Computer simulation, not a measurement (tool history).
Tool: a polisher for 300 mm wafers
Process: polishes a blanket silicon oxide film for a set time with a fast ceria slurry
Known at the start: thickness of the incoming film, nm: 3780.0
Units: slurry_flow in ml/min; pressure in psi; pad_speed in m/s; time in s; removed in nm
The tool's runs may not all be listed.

run	hour	slurry_flow	pressure	pad_speed	time	removed
1	0.0	275	2.8	1.16	63	1236.70
2	4.1	275	2.8	1.44	63	1535.70
3	5.9	275	2.8	1.44	63	1519.00
4	12.3	270	2.4	1.28	63	1201.90
5	14.3	325	2.4	1.28	63	1217.70
6	21.7	325	2.4	1.28	63	1239.80
7	25.0	310	1.6	0.96	63	683.86
8	28.2	310	1.5	0.94	63	642.23

The next listed run, before its measurement:
9	34.7	310	1.4	0.92	63	?

Run 9 gave removed 614.10 nm.
